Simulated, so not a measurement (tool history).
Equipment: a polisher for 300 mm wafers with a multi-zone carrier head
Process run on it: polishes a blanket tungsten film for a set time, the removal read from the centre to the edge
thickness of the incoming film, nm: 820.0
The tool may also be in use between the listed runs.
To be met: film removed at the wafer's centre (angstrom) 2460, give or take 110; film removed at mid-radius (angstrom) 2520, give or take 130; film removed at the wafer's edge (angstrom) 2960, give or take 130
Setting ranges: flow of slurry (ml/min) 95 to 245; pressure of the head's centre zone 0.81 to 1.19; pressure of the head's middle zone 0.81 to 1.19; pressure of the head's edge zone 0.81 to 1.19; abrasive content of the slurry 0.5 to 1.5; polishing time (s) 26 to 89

| run | hour | flow of slurry (ml/min) | pressure of the head's centre zone | pressure of the head's middle zone | pressure of the head's edge zone | abrasive content of the slurry | polishing time (s) | film removed at the wafer's centre (angstrom) | film removed at mid-radius (angstrom) | film removed at the wafer's edge (angstrom) |
|---|---|---|---|---|---|---|---|---|---|---|
| 1 | 0 | 155 | 1 | 1 | 1 | 1 | 57 | 2084 | 2107.9 | 2057.1 |
| 2 | 4.9 | 155 | 1.06 | 1 | 1 | 1 | 57 | 2236 | 2145.4 | 2112.4 |
| 3 | 7.9 | 150 | 1.03 | 0.98 | 1.04 | 1.1 | 60 | 2317 | 2257 | 2287.4 |
| 4 | 12.6 | 150 | 1 | 0.96 | 1.08 | 1.2 | 62 | 2387.1 | 2356.5 | 2426.2 |
| 5 | 16.4 | 150 | 1 | 0.93 | 1.08 | 1.2 | 62 | 2450.3 | 2232.7 | 2480.7 |
| 6 | 20.9 | 150 | 1 | 0.97 | 1.08 | 1.2 | 62 | 2356.5 | 2409.6 | 2454.1 |
| 7 | 29.8 | 150 | 0.97 | 0.95 | 1.11 | 1.25 | 63 | 2393.8 | 2410.7 | 2595.7 |
| 8 | 33.7 | 155 | 0.96 | 0.94 | 1.13 | 1.3 | 63 | 2446.1 | 2487.6 | 2608.2 |
| 9 | 37.2 | 145 | 0.94 | 0.93 | 1.14 | 1.35 | 64 | 2385.7 | 2444.2 | 2669.6 |
| 10 | 38.9 | 145 | 0.93 | 0.92 | 1.15 | 1.35 | 65 | 2458.9 | 2500.6 | 2741.1 |
| 11 | 40.7 | 140 | 0.91 | 0.91 | 1.16 | 1.35 | 66 | 2305.1 | 2449.2 | 2827 |
| 12 | 46.9 | 140 | 0.91 | 0.9 | 1.16 | 1.35 | 66 | 2373.2 | 2467.4 | 2800.1 |
| 13 | 53.6 | 140 | 0.91 | 0.89 | 1.17 | 1.35 | 66 | 2337.4 | 2411.3 | 2761.1 |

Exercise: of the 5 proposed moves below, exactly one satisfies all targets within the stated allowed misses. Which move is it?
| A | 60.3 | 185 | 0.96 | 1.14 | 1.14 | 1.3 | 56 | ? | ? | ? |
| B | 60.3 | 180 | 0.94 | 0.93 | 1.13 | 1.35 | 63 | ? | ? | ? |
| C | 60.3 | 185 | 0.98 | 0.98 | 1.15 | 1.4 | 60 | ? | ? | ? |
| D | 60.3 | 205 | 0.89 | 0.96 | 1.17 | 1.25 | 68 | ? | ? | ? |
| E | 60.3 | 200 | 0.88 | 0.86 | 1.19 | 1.5 | 64 | ? | ? | ? |

| move | film removed at the wafer's centre (angstrom) | film removed at mid-radius (angstrom) | film removed at the wafer's edge (angstrom) |
|---|---|---|---|
| A | 2198.6 | 2665.3 | 2412.1 |
| B | 2431.3 | 2549.1 | 2728.5 |
| C | 2453.1 | 2571 | 2656.3 |
| D | 2487.5 | 2821 | 2977.8 |
| E | 2424.7 | 2547.4 | 2972.2 |
A: further off than the last run
B: further off than the last run
C: further off than the last run
D: the worst result of the last run now meets its target, but another is out of spec
E: every result lands within tolerance
E is the move that brings every result within its allowed miss.
